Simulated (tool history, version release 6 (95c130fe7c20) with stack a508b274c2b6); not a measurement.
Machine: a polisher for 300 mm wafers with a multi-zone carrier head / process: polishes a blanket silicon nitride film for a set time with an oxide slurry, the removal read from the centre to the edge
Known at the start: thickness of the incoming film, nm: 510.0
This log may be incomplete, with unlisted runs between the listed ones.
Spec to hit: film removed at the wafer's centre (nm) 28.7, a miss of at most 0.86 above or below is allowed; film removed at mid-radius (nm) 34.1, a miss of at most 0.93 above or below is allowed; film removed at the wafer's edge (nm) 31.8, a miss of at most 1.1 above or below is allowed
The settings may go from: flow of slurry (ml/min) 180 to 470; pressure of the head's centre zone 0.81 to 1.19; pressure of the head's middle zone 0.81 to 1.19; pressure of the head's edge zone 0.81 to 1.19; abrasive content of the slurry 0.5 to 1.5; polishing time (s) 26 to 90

run  hour  flow of slurry (ml/min)  pressure of the head's centre zone  pressure of the head's middle zone  pressure of the head's edge zone  abrasive content of the slurry  polishing time (s)  film removed at the wafer's centre (nm)  film removed at mid-radius (nm)  film removed at the wafer's edge (nm)
  1     0                      300                                   1                                   1                                 1                               1                  58                                   51.965                           52.436                                 53.942
  2   0.8                      300                                0.98                                   1                              0.97                             0.9                  56                                   47.373                           48.635                                 48.358
  3   3.7                      295                                0.95                                   1                              0.96                            0.85                  55                                   44.152                            46.18                                 46.075
  4   9.2                      295                                0.95                                0.93                              0.96                            0.85                  55                                   43.689                           44.737                                 46.094
  5  17.9                      295                                0.95                                0.93                              0.96                            0.75                  55                                   41.225                           42.193                                 43.577
  6  26.2                      290                                0.93                                0.94                              0.94                             0.7                  54                                   39.206                           40.032                                 40.951
  7  34.7                      290                                0.91                                0.97                              0.94                            0.65                  53                                   35.917                           38.486                                 38.404
  8  38.1                      290                                0.91                                0.97                              0.94                            0.65                  53                                   36.356                           38.602                                 38.578
  9    46                      285                                0.89                                0.98                              0.93                             0.6                  53                                   34.138                           37.529                                 37.358
 10  54.3                      270                                0.84                                1.01                              0.83                             0.5                  49                                   27.588                           32.175                                 28.946
 11  60.5                      280                                0.84                                1.01                              0.84                             0.5                  49                                    27.35                            31.88                                 29.958
 12  61.7                      285                                0.84                                1.02                              0.85                             0.5                  49                                    27.37                           32.149                                 29.361
 13    68                      285                                0.84                                1.03                              0.86                             0.5                  49                                   27.006                           32.222                                 30.128
 14  72.2                      285                                0.85                                1.04                              0.86                             0.5                  49                                   27.944                           32.228                                 29.933
 15  78.7                      285                                0.85                                1.05                              0.87                             0.5                  49                                   28.066                           32.648                                 29.971
 16  82.3                      285                                0.85                                1.06                              0.88                             0.5                  49                                   27.802                           33.142                                 30.489
 17  85.4                      285                                0.85                                1.06                              0.89                             0.5                  49                                   27.469                           32.515                                 30.413
 18  91.2                      290                                0.85                                1.07                              0.89                             0.5                  49                                   27.855                           33.039                                  30.54

5 next moves are on the table. One of them brings every result within its allowed miss. Which?
  A    97                      275                                0.98                                1.08                              0.81                             0.5                  46                                        ?                                ?                                      ?
  B    97                      210                                0.87                                1.08                              0.91                            0.65                  46                                        ?                                ?                                      ?
  C    97                      275                                0.85                                   1                              0.98                            0.55                  46                                        ?                                ?                                      ?
  D    97                      310                                0.82                                1.09                              0.88                            0.55                  46                                        ?                                ?                                      ?
  E    97                      195                                0.91                                1.08                              0.83                            0.55                  46                                        ?                                ?                                      ?

move  film removed at the wafer's centre (nm)  film removed at mid-radius (nm)  film removed at the wafer's edge (nm)
   A                                   28.394                           31.398                                 27.221
   B                                   28.542                           34.639                                 31.867
   C                                   26.842                           31.625                                 31.146
   D                                   26.539                           33.627                                 29.942
   E                                   26.741                           31.438                                 27.876
A: the biggest miss grows against the last run
B: hits every target within its allowed miss
C: corrects the largest miss of the last run, while another result sits out of spec
D: the biggest miss grows against the last run
E: the biggest miss grows against the last run
Answer: B
